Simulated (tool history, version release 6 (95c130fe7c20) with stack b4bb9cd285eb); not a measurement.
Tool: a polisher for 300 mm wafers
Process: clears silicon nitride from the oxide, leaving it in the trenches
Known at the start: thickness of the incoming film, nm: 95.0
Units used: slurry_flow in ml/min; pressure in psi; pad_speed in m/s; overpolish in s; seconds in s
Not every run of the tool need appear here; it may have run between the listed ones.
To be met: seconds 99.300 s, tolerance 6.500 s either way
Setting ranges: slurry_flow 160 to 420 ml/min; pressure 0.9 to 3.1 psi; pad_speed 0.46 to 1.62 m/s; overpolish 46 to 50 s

run 1 day=0.000 | slurry_flow=270 pressure=2.0 pad_speed=1.04 overpolish=46 | seconds=165.340
run 2 day=0.250 | slurry_flow=270 pressure=1.5 pad_speed=1.04 overpolish=46 | seconds=205.270
run 3 day=0.600 | slurry_flow=270 pressure=1.5 pad_speed=1.04 overpolish=50 | seconds=213.410
run 4 day=0.742 | slurry_flow=270 pressure=1.5 pad_speed=1.04 overpolish=50 | seconds=201.380
run 5 day=1.112 | slurry_flow=270 pressure=1.2 pad_speed=1.04 overpolish=50 | seconds=245.800
run 6 day=1.358 | slurry_flow=270 pressure=0.9 pad_speed=1.04 overpolish=50 | seconds=295.690
run 7 day=1.671 | slurry_flow=270 pressure=1.4 pad_speed=1.08 overpolish=50 | seconds=210.860
run 8 day=1.712 | slurry_flow=270 pressure=1.7 pad_speed=1.10 overpolish=50 | seconds=184.470
run 9 day=1.796 | slurry_flow=270 pressure=2.0 pad_speed=1.14 overpolish=50 | seconds=162.190
run 10 day=2.146 | slurry_flow=270 pressure=2.3 pad_speed=1.18 overpolish=49 | seconds=135.630
run 11 day=2.421 | slurry_flow=270 pressure=2.5 pad_speed=1.20 overpolish=49 | seconds=125.330
run 12 day=2.450 | slurry_flow=270 pressure=2.5 pad_speed=1.20 overpolish=49 | seconds=125.610
run 13 day=2.650 | slurry_flow=270 pressure=2.6 pad_speed=1.22 overpolish=49 | seconds=121.860

Exercise: of the 4 proposed moves below, exactly one satisfies all targets within the stated allowed misses. Which move is it?
run A day=2.850 | slurry_flow=260 pressure=3.1 pad_speed=1.32 overpolish=50 | seconds=?
run B day=2.850 | slurry_flow=240 pressure=3.1 pad_speed=1.58 overpolish=46 | seconds=?
run C day=2.850 | slurry_flow=260 pressure=3.1 pad_speed=1.58 overpolish=46 | seconds=?
run D day=2.850 | slurry_flow=285 pressure=3.1 pad_speed=1.62 overpolish=46 | seconds=?

move=A seconds=99.304
move=B seconds=86.485
move=C seconds=85.871
move=D seconds=83.473
A: all results land within tolerance of their targets
B: takes the result that was furthest off past its target
C: takes the result that was furthest off past its target
D: takes the result that was furthest off past its target
Go with A: it meets all targets.

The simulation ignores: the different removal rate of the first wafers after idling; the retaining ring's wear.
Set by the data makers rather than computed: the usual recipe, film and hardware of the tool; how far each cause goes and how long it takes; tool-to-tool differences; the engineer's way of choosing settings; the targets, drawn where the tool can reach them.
